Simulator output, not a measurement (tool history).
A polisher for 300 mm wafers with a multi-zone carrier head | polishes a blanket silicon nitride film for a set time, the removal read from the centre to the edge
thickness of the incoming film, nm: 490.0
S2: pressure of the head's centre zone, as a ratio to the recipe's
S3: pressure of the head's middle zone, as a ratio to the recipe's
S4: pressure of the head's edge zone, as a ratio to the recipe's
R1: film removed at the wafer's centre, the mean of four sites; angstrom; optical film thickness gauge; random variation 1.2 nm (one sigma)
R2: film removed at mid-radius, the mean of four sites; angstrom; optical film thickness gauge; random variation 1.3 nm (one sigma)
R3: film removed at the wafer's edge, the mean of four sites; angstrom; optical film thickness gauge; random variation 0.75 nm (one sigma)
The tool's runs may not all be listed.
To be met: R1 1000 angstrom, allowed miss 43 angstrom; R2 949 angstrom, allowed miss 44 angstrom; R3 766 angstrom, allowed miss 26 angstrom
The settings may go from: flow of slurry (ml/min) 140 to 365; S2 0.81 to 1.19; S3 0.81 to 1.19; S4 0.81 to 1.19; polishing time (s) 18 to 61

run 1 hour=0 | flow_of_slurry_(ml/min)=235 S2=1 S3=1 S4=1 polishing_time_(s)=39 | R1=1162.7 R2=1171.4 R3=1139.5
run 2 hour=0.6 | flow_of_slurry_(ml/min)=235 S2=1 S3=1 S4=1 polishing_time_(s)=36 | R1=1079.6 R2=1060.4 R3=1042.6
run 3 hour=2.1 | flow_of_slurry_(ml/min)=235 S2=1 S3=1 S4=1 polishing_time_(s)=42 | R1=1222.6 R2=1278.8 R3=1224.8
run 4 hour=9.4 | flow_of_slurry_(ml/min)=235 S2=1.08 S3=1 S4=1 polishing_time_(s)=42 | R1=1352 R2=1260.9 R3=1226.9
run 5 hour=13.8 | flow_of_slurry_(ml/min)=235 S2=1.08 S3=1.07 S4=1 polishing_time_(s)=42 | R1=1382.3 R2=1365.3 R3=1229.9
run 6 hour=16.4 | flow_of_slurry_(ml/min)=235 S2=1.08 S3=1.08 S4=0.98 polishing_time_(s)=39 | R1=1259.6 R2=1275.2 R3=1154.2
run 7 hour=24.7 | flow_of_slurry_(ml/min)=260 S2=1.1 S3=1.1 S4=0.97 polishing_time_(s)=36 | R1=1179.1 R2=1216.5 R3=1030.5
run 8 hour=32.8 | flow_of_slurry_(ml/min)=265 S2=1.11 S3=1.09 S4=0.95 polishing_time_(s)=35 | R1=1177.5 R2=1160.8 R3=1019.6
run 9 hour=34.3 | flow_of_slurry_(ml/min)=275 S2=1.12 S3=1.1 S4=0.93 polishing_time_(s)=33 | R1=1106.4 R2=1083 R3=938.07
run 10 hour=36.7 | flow_of_slurry_(ml/min)=280 S2=1.13 S3=1.11 S4=0.91 polishing_time_(s)=32 | R1=1079.5 R2=1070.7 R3=902.96
run 11 hour=38.1 | flow_of_slurry_(ml/min)=285 S2=1.14 S3=1.11 S4=0.9 polishing_time_(s)=31 | R1=1072.1 R2=1056.4 R3=879.37
-- hour=41.3 slurry nozzle cleaned
run 12 hour=41.3 | flow_of_slurry_(ml/min)=285 S2=1.15 S3=1.11 S4=0.89 polishing_time_(s)=30 | R1=1098.2 R2=1046.9 R3=868.66
run 13 hour=44.1 | flow_of_slurry_(ml/min)=285 S2=1.15 S3=1.11 S4=0.88 polishing_time_(s)=29 | R1=1048.8 R2=1010.6 R3=825.73

5 next moves are on the table. One of them brings every result within its allowed miss. Which?
run A hour=46.9 | flow_of_slurry_(ml/min)=295 S2=1.09 S3=1.02 S4=1 polishing_time_(s)=27 | R1=? R2=? R3=?
run B hour=46.9 | flow_of_slurry_(ml/min)=270 S2=1.14 S3=1.09 S4=0.81 polishing_time_(s)=28 | R1=? R2=? R3=?
run C hour=46.9 | flow_of_slurry_(ml/min)=285 S2=1.12 S3=1.19 S4=0.99 polishing_time_(s)=25 | R1=? R2=? R3=?
run D hour=46.9 | flow_of_slurry_(ml/min)=300 S2=1.19 S3=1.14 S4=0.83 polishing_time_(s)=29 | R1=? R2=? R3=?
run E hour=46.9 | flow_of_slurry_(ml/min)=285 S2=1.05 S3=0.97 S4=0.95 polishing_time_(s)=31 | R1=? R2=? R3=?

move=A R1=913.31 R2=873.2 R3=824.82
move=B R1=982.27 R2=950.21 R3=770.87
move=C R1=867.08 R2=919.58 R3=756.46
move=D R1=1074.3 R2=1032.6 R3=812.5
move=E R1=1006 R2=958.17 R3=922.49
A: as far off as the last run
B: meets every target
C: brings the result that was furthest off to its target, and leaves another outside
D: nearer than the last run, and not there yet
E: further off than the last run
Move B is the one to make.
